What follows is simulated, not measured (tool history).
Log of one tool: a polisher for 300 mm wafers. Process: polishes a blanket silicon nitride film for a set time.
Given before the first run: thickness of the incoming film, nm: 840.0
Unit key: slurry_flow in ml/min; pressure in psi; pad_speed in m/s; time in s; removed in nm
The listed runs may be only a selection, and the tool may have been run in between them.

| run | hour | slurry_flow | pressure | pad_speed | time | removed |
|---|---|---|---|---|---|---|
| 1 | 0 | 225 | 3 | 0.96 | 56 | 61.844 |
| 2 | 8.4 | 225 | 3 | 0.96 | 50 | 56.6 |
| 3 | 15.4 | 225 | 2.7 | 0.94 | 50 | 49.012 |
| 4 | 17 | 225 | 2.7 | 0.94 | 50 | 49.592 |
| 5 | 22.9 | 225 | 2.5 | 0.94 | 50 | 46.891 |
| 6 | 30.2 | 225 | 2.5 | 1.06 | 50 | 52.208 |
| 7 | 33.3 | 225 | 2.3 | 1.04 | 50 | 47.583 |

Expected results for the next run?
| 8 | 41.9 | 220 | 1.5 | 0.94 | 50 | ? |

removed: 28.275 nm
